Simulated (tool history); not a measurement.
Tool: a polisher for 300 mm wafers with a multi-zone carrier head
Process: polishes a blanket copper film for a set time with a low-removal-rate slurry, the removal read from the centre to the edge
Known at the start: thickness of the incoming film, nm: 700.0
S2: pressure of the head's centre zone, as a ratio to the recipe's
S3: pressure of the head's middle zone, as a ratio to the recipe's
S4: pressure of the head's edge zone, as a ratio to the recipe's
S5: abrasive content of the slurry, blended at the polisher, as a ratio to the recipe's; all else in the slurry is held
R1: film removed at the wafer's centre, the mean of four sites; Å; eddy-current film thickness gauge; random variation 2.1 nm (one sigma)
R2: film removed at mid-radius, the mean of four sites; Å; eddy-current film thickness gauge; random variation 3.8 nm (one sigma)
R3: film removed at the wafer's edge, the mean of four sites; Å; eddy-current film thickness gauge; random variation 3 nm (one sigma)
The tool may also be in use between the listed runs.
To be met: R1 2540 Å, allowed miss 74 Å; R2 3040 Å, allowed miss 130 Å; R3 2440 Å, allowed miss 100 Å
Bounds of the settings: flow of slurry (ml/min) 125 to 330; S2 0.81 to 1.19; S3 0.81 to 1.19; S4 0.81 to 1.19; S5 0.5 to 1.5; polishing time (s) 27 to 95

{"run": 1, "day": 0.0, "flow of slurry (ml/min)": 210, "S2": 1, "S3": 1, "S4": 1, "S5": 1, "polishing time (s)": 61, "R1": 2048.8, "R2": 2017.9, "R3": 2003.9}
{"run": 2, "day": 0.038, "flow of slurry (ml/min)": 215, "S2": 1, "S3": 1.02, "S4": 1, "S5": 1.05, "polishing time (s)": 62, "R1": 2156, "R2": 2125, "R3": 2033.2}
{"run": 3, "day": 0.092, "flow of slurry (ml/min)": 215, "S2": 1, "S3": 0.99, "S4": 1, "S5": 1.05, "polishing time (s)": 62, "R1": 2142.8, "R2": 2050.4, "R3": 2081.3}
{"run": 4, "day": 0.429, "flow of slurry (ml/min)": 220, "S2": 0.99, "S3": 1.01, "S4": 1.01, "S5": 1.1, "polishing time (s)": 63, "R1": 2180.6, "R2": 2128, "R3": 2128.9}
{"run": 5, "day": 0.583, "flow of slurry (ml/min)": 220, "S2": 0.99, "S3": 1.01, "S4": 1.01, "S5": 0.9, "polishing time (s)": 63, "R1": 2072.2, "R2": 2050.1, "R3": 2025.4}
{"run": 6, "day": 0.662, "flow of slurry (ml/min)": 220, "S2": 0.99, "S3": 1.01, "S4": 1.01, "S5": 0.9, "polishing time (s)": 76, "R1": 2503.1, "R2": 2448.9, "R3": 2380.6}
{"run": 7, "day": 0.704, "flow of slurry (ml/min)": 220, "S2": 0.99, "S3": 1.01, "S4": 1.01, "S5": 0.9, "polishing time (s)": 76, "R1": 2497.2, "R2": 2432.6, "R3": 2471.3}
{"run": 8, "day": 0.846, "flow of slurry (ml/min)": 220, "S2": 0.99, "S3": 1.01, "S4": 1.01, "S5": 0.9, "polishing time (s)": 76, "R1": 2505.5, "R2": 2427.9, "R3": 2496.1}

Which of these 4 next moves meets every target?
{"run": "A", "day": 0.988, "flow of slurry (ml/min)": 185, "S2": 0.83, "S3": 0.96, "S4": 0.98, "S5": 0.9, "polishing time (s)": 88, "R1": "?", "R2": "?", "R3": "?"}
{"run": "B", "day": 0.988, "flow of slurry (ml/min)": 200, "S2": 0.92, "S3": 1.14, "S4": 0.97, "S5": 0.95, "polishing time (s)": 78, "R1": "?", "R2": "?", "R3": "?"}
{"run": "C", "day": 0.988, "flow of slurry (ml/min)": 235, "S2": 0.98, "S3": 1.11, "S4": 1, "S5": 0.9, "polishing time (s)": 76, "R1": "?", "R2": "?", "R3": "?"}
{"run": "D", "day": 0.988, "flow of slurry (ml/min)": 200, "S2": 0.95, "S3": 1.19, "S4": 0.91, "S5": 0.95, "polishing time (s)": 80, "R1": "?", "R2": "?", "R3": "?"}

move=A R1=2376.2 R2=2729.6 R3=2716.6
move=B R1=2398.4 R2=2845.4 R3=2439.9
move=C R1=2522.1 R2=2739.6 R3=2424.9
move=D R1=2541.6 R2=3023.5 R3=2427.2
A: nearer than the last run, and not there yet
B: nearer than the last run, and not there yet
C: nearer than the last run, and not there yet
D: meets every target
Answer: D

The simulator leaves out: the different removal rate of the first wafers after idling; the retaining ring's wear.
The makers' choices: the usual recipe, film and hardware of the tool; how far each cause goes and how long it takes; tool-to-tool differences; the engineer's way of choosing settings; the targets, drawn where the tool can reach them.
